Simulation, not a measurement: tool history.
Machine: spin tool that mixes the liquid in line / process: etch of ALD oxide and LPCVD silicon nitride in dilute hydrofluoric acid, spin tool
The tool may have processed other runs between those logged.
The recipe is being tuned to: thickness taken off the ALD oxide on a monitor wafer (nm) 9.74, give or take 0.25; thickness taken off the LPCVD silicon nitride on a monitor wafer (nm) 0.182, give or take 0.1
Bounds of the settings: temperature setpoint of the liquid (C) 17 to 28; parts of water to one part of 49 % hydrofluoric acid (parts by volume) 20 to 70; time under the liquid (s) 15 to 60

run	hour	temperature setpoint of the liquid (C)	parts of water to one part of 49 % hydrofluoric acid (parts by volume)	time under the liquid (s)	thickness taken off the ALD oxide on a monitor wafer (nm)	thickness taken off the LPCVD silicon nitride on a monitor wafer (nm)
1	0	20	40	30	10.82	0.26897
2	2.7	19.5	40	30	10.681	0.28928
3	7.9	19.5	40	45	15.952	0.46663
4	11.1	19.5	40	55	19.41	0.42521
5	18.3	19	45	55	16.93	0.35385
6	22.5	19	45	40	12.231	0.2459
7	26.2	19	50	40	10.914	0.1574
8	28	18.5	50	40	10.649	0.29124
9	33	19.5	55	40	10.131	0.23699

Consider the 4 candidate settings below. Which is the only one whose results all fall within their allowed miss of target?
A	38	17.5	55	40	?	?
B	38	17	60	45	?	?
C	38	19	50	40	?	?
D	38	17	45	35	?	?

move	thickness taken off the ALD oxide on a monitor wafer (nm)	thickness taken off the LPCVD silicon nitride on a monitor wafer (nm)
A	9.3875	0.16518
B	9.4214	0.16486
C	11.077	0.20134
D	9.9347	0.16942
A: carries the result that was furthest off beyond its target, to the other side
B: carries the result that was furthest off beyond its target, to the other side
C: the biggest miss grows against the last run
D: in spec on every target
Answer: D

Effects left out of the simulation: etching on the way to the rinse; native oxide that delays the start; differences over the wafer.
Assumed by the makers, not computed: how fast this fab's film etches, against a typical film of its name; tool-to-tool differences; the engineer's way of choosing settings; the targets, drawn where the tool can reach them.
